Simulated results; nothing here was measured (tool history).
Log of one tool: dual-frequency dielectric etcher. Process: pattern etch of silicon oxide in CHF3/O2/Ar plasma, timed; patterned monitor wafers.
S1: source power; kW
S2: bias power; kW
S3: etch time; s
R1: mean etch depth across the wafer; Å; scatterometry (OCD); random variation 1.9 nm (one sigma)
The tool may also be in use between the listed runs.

run 1 hour=0.0 | S1=0.650 S2=0.221 S3=429.5 | R1=9136.0
run 2 hour=3.5 | S1=0.620 S2=0.218 S3=429.5 | R1=8873.4
run 3 hour=11.6 | S1=0.520 S2=0.218 S3=429.5 | R1=8298.1
run 4 hour=12.5 | S1=0.520 S2=0.218 S3=429.5 | R1=8285.4
run 5 hour=17.0 | S1=0.520 S2=0.234 S3=429.5 | R1=8532.2
run 6 hour=18.5 | S1=0.520 S2=0.213 S3=429.5 | R1=8200.8
run 7 hour=19.6 | S1=0.410 S2=0.207 S3=429.5 | R1=7360.1

Forecast run 8:
run 8 hour=22.8 | S1=0.420 S2=0.207 S3=429.5 | R1=?

{"run 8": {"R1": 7440.9}}
